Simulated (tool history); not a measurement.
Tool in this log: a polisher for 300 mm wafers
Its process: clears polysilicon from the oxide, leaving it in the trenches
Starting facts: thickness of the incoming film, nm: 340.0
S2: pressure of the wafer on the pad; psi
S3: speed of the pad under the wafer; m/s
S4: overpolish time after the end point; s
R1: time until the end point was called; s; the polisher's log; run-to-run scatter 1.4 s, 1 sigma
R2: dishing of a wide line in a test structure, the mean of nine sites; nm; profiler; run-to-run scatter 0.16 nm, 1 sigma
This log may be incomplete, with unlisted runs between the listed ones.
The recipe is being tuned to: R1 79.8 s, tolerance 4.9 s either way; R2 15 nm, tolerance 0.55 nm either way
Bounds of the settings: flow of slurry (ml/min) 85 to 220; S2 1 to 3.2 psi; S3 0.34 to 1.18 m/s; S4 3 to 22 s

run 1 day=0 | flow_of_slurry_(ml/min)=140 S2=2.1 S3=0.76 S4=11 | R1=40.898 R2=49.854
run 2 day=0.204 | flow_of_slurry_(ml/min)=140 S2=1.8 S3=0.76 S4=11 | R1=46.778 R2=46.132
run 3 day=0.229 | flow_of_slurry_(ml/min)=140 S2=1.6 S3=0.66 S4=9 | R1=60.216 R2=36.467
run 4 day=0.583 | flow_of_slurry_(ml/min)=140 S2=1.4 S3=0.66 S4=9 | R1=67.202 R2=33.61
run 5 day=0.771 | flow_of_slurry_(ml/min)=140 S2=1.4 S3=0.66 S4=4 | R1=64.442 R2=17.823
run 6 day=0.862 | flow_of_slurry_(ml/min)=140 S2=1.4 S3=0.66 S4=3 | R1=64.836 R2=13.944
run 7 day=0.962 | flow_of_slurry_(ml/min)=140 S2=1.3 S3=0.64 S4=3 | R1=69.761 R2=13.043
run 8 day=1.1 | flow_of_slurry_(ml/min)=135 S2=1.3 S3=0.62 S4=3 | R1=72.767 R2=12.432
run 9 day=1.404 | flow_of_slurry_(ml/min)=140 S2=1.2 S3=0.62 S4=3 | R1=77.445 R2=11.736
run 10 day=1.775 | flow_of_slurry_(ml/min)=135 S2=1.2 S3=0.6 S4=3 | R1=83.844 R2=11.512
run 11 day=1.829 | flow_of_slurry_(ml/min)=130 S2=1.4 S3=0.58 S4=9 | R1=74.23 R2=30.326
run 12 day=1.996 | flow_of_slurry_(ml/min)=125 S2=1.4 S3=0.58 S4=8 | R1=76.595 R2=28.109
run 13 day=2.088 | flow_of_slurry_(ml/min)=140 S2=1.3 S3=0.58 S4=7 | R1=78.66 R2=24.278
run 14 day=2.308 | flow_of_slurry_(ml/min)=130 S2=1.2 S3=0.62 S4=7 | R1=79.981 R2=24.124
run 15 day=2.608 | flow_of_slurry_(ml/min)=140 S2=1.3 S3=0.56 S4=7 | R1=79.308 R2=23.598
run 16 day=2.692 | flow_of_slurry_(ml/min)=180 S2=1.2 S3=0.36 S4=3 | R1=124.52 R2=7.6334
run 17 day=2.867 | flow_of_slurry_(ml/min)=160 S2=1.4 S3=0.36 S4=3 | R1=112.12 R2=8.364
run 18 day=3.096 | flow_of_slurry_(ml/min)=145 S2=1.5 S3=0.38 S4=3 | R1=101.65 R2=9.1275
run 19 day=3.288 | flow_of_slurry_(ml/min)=135 S2=1.5 S3=0.4 S4=3 | R1=102.16 R2=9.4146
run 20 day=3.642 | flow_of_slurry_(ml/min)=130 S2=1.5 S3=0.42 S4=3 | R1=94.729 R2=9.8569
run 21 day=3.688 | flow_of_slurry_(ml/min)=125 S2=1.5 S3=0.46 S4=3 | R1=88.361 R2=10.496
run 22 day=3.821 | flow_of_slurry_(ml/min)=120 S2=1.4 S3=0.48 S4=3 | R1=92.208 R2=10.252
run 23 day=4.079 | flow_of_slurry_(ml/min)=120 S2=1.4 S3=0.5 S4=3 | R1=89.72 R2=10.496
run 24 day=4.279 | flow_of_slurry_(ml/min)=120 S2=1.4 S3=0.52 S4=3 | R1=86.255 R2=10.829
run 25 day=4.304 | flow_of_slurry_(ml/min)=120 S2=1.3 S3=0.54 S4=3 | R1=86.038 R2=10.732
run 26 day=4.658 | flow_of_slurry_(ml/min)=125 S2=1.3 S3=0.56 S4=3 | R1=83.866 R2=11.243
run 27 day=4.992 | flow_of_slurry_(ml/min)=145 S2=1.3 S3=0.6 S4=9 | R1=75.513 R2=30.276

Below are 4 possible settings for the next run. Only one of them brings all results inside the allowed miss of their targets. Which is it?
run A day=5.325 | flow_of_slurry_(ml/min)=115 S2=1.3 S3=0.68 S4=4 | R1=? R2=?
run B day=5.325 | flow_of_slurry_(ml/min)=140 S2=1.4 S3=0.64 S4=3 | R1=? R2=?
run C day=5.325 | flow_of_slurry_(ml/min)=145 S2=1.3 S3=0.68 S4=3 | R1=? R2=?
run D day=5.325 | flow_of_slurry_(ml/min)=145 S2=1.4 S3=0.52 S4=4 | R1=? R2=?

move=A R1=70.254 R2=16.664
move=B R1=66.979 R2=13.501
move=C R1=66.718 R2=13.548
move=D R1=81.198 R2=14.689
A: nearer the targets than the last run, but a result is still out of spec
B: carries the result that was furthest off beyond its target, to the other side
C: carries the result that was furthest off beyond its target, to the other side
D: meets every target
Move D is the one to make.
